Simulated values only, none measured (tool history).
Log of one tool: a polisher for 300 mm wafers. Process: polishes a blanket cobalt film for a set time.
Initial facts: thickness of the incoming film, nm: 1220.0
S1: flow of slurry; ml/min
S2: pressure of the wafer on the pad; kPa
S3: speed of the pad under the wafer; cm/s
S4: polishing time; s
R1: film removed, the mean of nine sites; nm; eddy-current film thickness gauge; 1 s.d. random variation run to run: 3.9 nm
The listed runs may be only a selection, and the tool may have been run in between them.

run 1 hour=0.0 | S1=285 S2=17.2 S3=90 S4=75 | R1=425.00
run 2 hour=8.6 | S1=285 S2=17.2 S3=90 S4=79 | R1=444.46
run 3 hour=10.9 | S1=285 S2=15.9 S3=90 S4=79 | R1=410.98
run 4 hour=18.5 | S1=240 S2=15.9 S3=90 S4=79 | R1=402.72
run 5 hour=22.6 | S1=240 S2=15.9 S3=98 S4=79 | R1=436.68
run 6 hour=24.3 | S1=240 S2=15.2 S3=98 S4=79 | R1=423.61

Run 7 has not been measured yet. What should we expect?
run 7 hour=29.9 | S1=240 S2=14.5 S3=98 S4=79 | R1=?

R1: 411.38 nm
